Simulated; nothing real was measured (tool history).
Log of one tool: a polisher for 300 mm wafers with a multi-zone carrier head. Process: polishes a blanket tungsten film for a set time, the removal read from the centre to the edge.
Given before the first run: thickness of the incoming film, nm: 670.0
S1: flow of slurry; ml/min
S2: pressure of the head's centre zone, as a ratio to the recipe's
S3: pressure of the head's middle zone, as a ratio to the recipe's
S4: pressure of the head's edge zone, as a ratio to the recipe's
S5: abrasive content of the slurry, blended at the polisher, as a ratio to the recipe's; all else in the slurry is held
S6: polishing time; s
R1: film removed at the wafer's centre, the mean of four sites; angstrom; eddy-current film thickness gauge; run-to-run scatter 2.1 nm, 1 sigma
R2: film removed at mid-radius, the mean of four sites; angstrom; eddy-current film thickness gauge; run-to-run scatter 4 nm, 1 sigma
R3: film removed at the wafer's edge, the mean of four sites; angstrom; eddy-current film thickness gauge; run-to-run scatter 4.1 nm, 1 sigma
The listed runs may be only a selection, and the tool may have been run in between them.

run 1 hour=0.0 | S1=160 S2=1.00 S3=1.00 S4=1.00 S5=1.00 S6=41 | R1=2111.3 R2=2157.6 R3=2124.6
run 2 hour=8.1 | S1=165 S2=0.99 S3=1.02 S4=1.01 S5=1.05 S6=42 | R1=2160.1 R2=2279.8 R3=2252.4
run 3 hour=16.6 | S1=170 S2=0.99 S3=1.04 S4=1.01 S5=1.10 S6=43 | R1=2223.6 R2=2420.3 R3=2368.3
run 4 hour=22.7 | S1=170 S2=0.91 S3=1.04 S4=1.01 S5=1.10 S6=43 | R1=2094.7 R2=2385.0 R3=2376.1
run 5 hour=27.8 | S1=175 S2=0.92 S3=1.06 S4=1.01 S5=1.15 S6=43 | R1=2138.1 R2=2472.2 R3=2332.6
run 6 hour=36.8 | S1=175 S2=0.92 S3=1.06 S4=1.01 S5=1.05 S6=43 | R1=2105.7 R2=2418.9 R3=2363.4
run 7 hour=39.8 | S1=180 S2=0.93 S3=1.08 S4=1.02 S5=1.10 S6=43 | R1=2137.3 R2=2448.3 R3=2289.7
run 8 hour=41.2 | S1=180 S2=0.93 S3=1.09 S4=1.02 S5=1.15 S6=44 | R1=2228.2 R2=2629.0 R3=2504.3
run 9 hour=49.9 | S1=225 S2=0.98 S3=1.19 S4=0.96 S5=1.40 S6=45 | R1=2576.6 R2=3086.2 R3=2606.1
run 10 hour=51.8 | S1=225 S2=0.97 S3=1.19 S4=0.97 S5=1.40 S6=45 | R1=2571.9 R2=3050.1 R3=2557.5
run 11 hour=59.9 | S1=220 S2=0.96 S3=1.19 S4=0.98 S5=1.40 S6=46 | R1=2586.5 R2=3208.8 R3=2628.5

For run 12, what comes out?
run 12 hour=62.6 | S1=220 S2=0.96 S3=1.19 S4=0.98 S5=1.40 S6=46 | R1=? R2=? R3=?

Run 12 produced R1 2568.1 angstrom, R2 3114.2 angstrom, R3 2668.3 angstrom.

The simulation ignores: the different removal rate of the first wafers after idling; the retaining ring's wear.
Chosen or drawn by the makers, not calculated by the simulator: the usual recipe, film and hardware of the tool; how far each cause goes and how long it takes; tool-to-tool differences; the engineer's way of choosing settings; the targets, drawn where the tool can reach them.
